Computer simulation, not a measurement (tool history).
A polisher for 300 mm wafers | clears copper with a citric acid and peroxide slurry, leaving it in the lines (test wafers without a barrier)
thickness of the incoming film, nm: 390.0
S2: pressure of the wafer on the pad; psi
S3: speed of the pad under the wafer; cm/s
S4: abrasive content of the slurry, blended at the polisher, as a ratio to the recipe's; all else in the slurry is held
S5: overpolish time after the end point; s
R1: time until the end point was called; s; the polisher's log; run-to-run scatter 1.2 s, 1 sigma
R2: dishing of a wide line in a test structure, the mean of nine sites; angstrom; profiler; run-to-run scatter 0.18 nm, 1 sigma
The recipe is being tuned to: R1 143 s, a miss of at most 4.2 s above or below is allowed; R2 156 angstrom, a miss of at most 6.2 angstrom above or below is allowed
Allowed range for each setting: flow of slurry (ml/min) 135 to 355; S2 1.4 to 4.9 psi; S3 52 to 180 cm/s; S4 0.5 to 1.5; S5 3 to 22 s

run 1 hour=0 | flow_of_slurry_(ml/min)=225 S2=3.1 S3=116 S4=1 S5=11 | R1=161.98 R2=187.24
run 2 hour=2.4 | flow_of_slurry_(ml/min)=225 S2=3.1 S3=104 S4=1 S5=11 | R1=174.39 R2=175.16
run 3 hour=3.9 | flow_of_slurry_(ml/min)=230 S2=3.2 S3=104 S4=1 S5=10 | R1=168.04 R2=161.69
run 4 hour=11.3 | flow_of_slurry_(ml/min)=235 S2=3.3 S3=104 S4=1 S5=10 | R1=167.66 R2=167.88
run 5 hour=12.3 | flow_of_slurry_(ml/min)=235 S2=3.4 S3=104 S4=1 S5=10 | R1=163.52 R2=172.33
run 6 hour=16.7 | flow_of_slurry_(ml/min)=235 S2=3.4 S3=90 S4=1 S5=10 | R1=189.23 R2=150.44
run 7 hour=22.8 | flow_of_slurry_(ml/min)=235 S2=3.6 S3=90 S4=1 S5=10 | R1=176.83 R2=160.03
run 8 hour=27.9 | flow_of_slurry_(ml/min)=235 S2=3.7 S3=90 S4=1 S5=10 | R1=168.03 R2=163.29
run 9 hour=33.2 | flow_of_slurry_(ml/min)=275 S2=4.2 S3=90 S4=1 S5=7 | R1=148.87 R2=129.61
run 10 hour=34.9 | flow_of_slurry_(ml/min)=270 S2=4.2 S3=90 S4=1 S5=7 | R1=150.5 R2=132.5
run 11 hour=42.9 | flow_of_slurry_(ml/min)=265 S2=4.2 S3=90 S4=1 S5=7 | R1=151.09 R2=131.8
run 12 hour=45.5 | flow_of_slurry_(ml/min)=270 S2=4.4 S3=90 S4=1 S5=9 | R1=143.55 R2=173.28

Which of these 4 next moves meets every target?
run A hour=48.1 | flow_of_slurry_(ml/min)=290 S2=4.7 S3=90 S4=1 S5=7 | R1=? R2=?
run B hour=48.1 | flow_of_slurry_(ml/min)=250 S2=4 S3=98 S4=1.1 S5=8 | R1=? R2=?
run C hour=48.1 | flow_of_slurry_(ml/min)=285 S2=4.2 S3=92 S4=1.1 S5=9 | R1=? R2=?
run D hour=48.1 | flow_of_slurry_(ml/min)=250 S2=4.9 S3=96 S4=0.75 S5=7 | R1=? R2=?

move=A R1=136.62 R2=149.19
move=B R1=144.78 R2=159.8
move=C R1=144.89 R2=178.37
move=D R1=136.59 R2=149.28
A: takes the biggest miss from the last run beyond its target
B: each result inside its tolerance
C: lands further from the targets than the last run did
D: takes the biggest miss from the last run beyond its target
So the answer is move B, the one that meets all the targets.
